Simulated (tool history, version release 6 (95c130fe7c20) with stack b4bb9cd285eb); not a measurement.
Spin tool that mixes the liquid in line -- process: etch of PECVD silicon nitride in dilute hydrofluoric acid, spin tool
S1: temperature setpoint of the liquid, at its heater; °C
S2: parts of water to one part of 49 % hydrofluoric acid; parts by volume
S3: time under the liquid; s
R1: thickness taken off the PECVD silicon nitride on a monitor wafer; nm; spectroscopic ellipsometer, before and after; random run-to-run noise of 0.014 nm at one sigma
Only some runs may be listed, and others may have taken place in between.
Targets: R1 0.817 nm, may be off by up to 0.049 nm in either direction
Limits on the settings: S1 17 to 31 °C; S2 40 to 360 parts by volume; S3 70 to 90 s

run 1 hour=0 | S1=23 S2=200 S3=90 | R1=1.1218
run 2 hour=1.3 | S1=21.5 S2=205 S3=90 | R1=0.97595
run 3 hour=8.6 | S1=21.5 S2=140 S3=90 | R1=1.4665
run 4 hour=15 | S1=21.5 S2=140 S3=90 | R1=1.4332
run 5 hour=20.3 | S1=20 S2=155 S3=90 | R1=1.1697
run 6 hour=25.9 | S1=19 S2=165 S3=90 | R1=1.0439
run 7 hour=26.9 | S1=18.5 S2=170 S3=90 | R1=1.003
run 8 hour=31.8 | S1=18 S2=175 S3=90 | R1=0.92924
run 9 hour=38.5 | S1=17.5 S2=180 S3=90 | R1=0.85839

Which of these 5 next moves meets every target?
run A hour=45.2 | S1=21 S2=220 S3=90 | R1=?
run B hour=45.2 | S1=18 S2=200 S3=90 | R1=?
run C hour=45.2 | S1=18 S2=175 S3=90 | R1=?
run D hour=45.2 | S1=18.5 S2=160 S3=85 | R1=?
run E hour=45.2 | S1=18 S2=170 S3=90 | R1=?

move=A R1=0.90263
move=B R1=0.81282
move=C R1=0.92443
move=D R1=0.98468
move=E R1=0.95065
A: misses by more than the last run did
B: all results land within tolerance of their targets
C: misses by more than the last run did
D: misses by more than the last run did
E: misses by more than the last run did
Correct choice: B, which meets every target
